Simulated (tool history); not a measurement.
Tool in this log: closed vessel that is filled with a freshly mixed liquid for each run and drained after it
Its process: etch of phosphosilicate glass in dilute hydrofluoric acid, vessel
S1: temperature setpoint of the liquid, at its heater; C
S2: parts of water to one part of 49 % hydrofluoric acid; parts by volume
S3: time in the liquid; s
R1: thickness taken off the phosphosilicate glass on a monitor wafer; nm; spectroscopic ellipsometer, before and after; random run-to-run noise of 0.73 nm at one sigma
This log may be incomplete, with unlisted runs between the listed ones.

run  hour    S1   S2   S3      R1
  1   0.0  22.0  285  180  68.245
  2   6.3  22.0  285  180  68.113
  3  15.5  23.0  280  180  72.334
  4  19.9  23.0  350  180  53.902
  5  26.3  23.0  430  180  41.815
  6  28.9  25.5  430  180  44.867
  7  33.4  26.0  410  180  48.470

Run 8 has not been measured yet. What should we expect?
  8  38.0  26.5  390  180   ?

R1: 52.876 nm
